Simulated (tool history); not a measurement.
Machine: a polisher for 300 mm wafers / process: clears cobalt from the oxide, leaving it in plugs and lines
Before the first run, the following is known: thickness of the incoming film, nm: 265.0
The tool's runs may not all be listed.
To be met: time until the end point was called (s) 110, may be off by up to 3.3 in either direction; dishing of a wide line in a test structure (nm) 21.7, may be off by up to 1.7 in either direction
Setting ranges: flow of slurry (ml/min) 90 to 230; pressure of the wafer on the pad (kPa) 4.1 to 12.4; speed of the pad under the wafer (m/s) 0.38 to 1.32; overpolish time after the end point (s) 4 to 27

run  hour  flow of slurry (ml/min)  pressure of the wafer on the pad (kPa)  speed of the pad under the wafer (m/s)  overpolish time after the end point (s)  time until the end point was called (s)  dishing of a wide line in a test structure (nm)
  1     0                      150                                     8.3                                    0.84                                       14                                   125.92                                            27.59
  2   3.6                      150                                     6.2                                    0.84                                       14                                   165.48                                            22.44
  3   4.4                      155                                     6.2                                    0.84                                       13                                      164                                           20.788
  4   8.8                      155                                     6.2                                    0.74                                       13                                   183.24                                           19.273
  5  14.6                      155                                     6.2                                    0.88                                       13                                   156.33                                           22.204
  6  19.7                      160                                     6.2                                    0.88                                       12                                   156.78                                           20.816
  7  21.2                      170                                     7.6                                    0.88                                       10                                   127.98                                           21.852
  8  26.4                      205                                     8.3                                    0.88                                        7                                    114.3                                           16.084
  9  31.3                      200                                     8.3                                    0.88                                        7                                   113.79                                           17.976
 10  33.7                      190                                     8.3                                    0.88                                        8                                   114.72                                           18.679
 11  36.8                      185                                     8.3                                    0.88                                        9                                   115.57                                           20.988
 12  38.5                      200                                     8.3                                    0.88                                        9                                   114.37                                           20.324
 13  45.8                      205                                     8.3                                    0.88                                       10                                   114.83                                           23.402
 14  50.5                      205                                     8.3                                    0.88                                        9                                   114.56                                           21.076

Consider the 4 candidate settings below. Which is the only one whose results all fall within their allowed miss of target?
  A  55.2                      190                                       9                                    0.86                                        9                                        ?                                                ?
  B  55.2                      230                                     7.6                                     0.9                                        8                                        ?                                                ?
  C  55.2                      190                                     9.7                                    0.78                                        7                                        ?                                                ?
  D  55.2                      210                                       9                                    0.84                                        7                                        ?                                                ?

move  time until the end point was called (s)  dishing of a wide line in a test structure (nm)
   A                                   109.34                                           22.253
   B                                   120.16                                           18.625
   C                                   111.35                                           17.719
   D                                   110.21                                           17.878
A: every result within its allowed miss
B: further off than the last run
C: puts the biggest miss on target and leaves a different result outside tolerance
D: puts the biggest miss on target and leaves a different result outside tolerance
The right move is A.
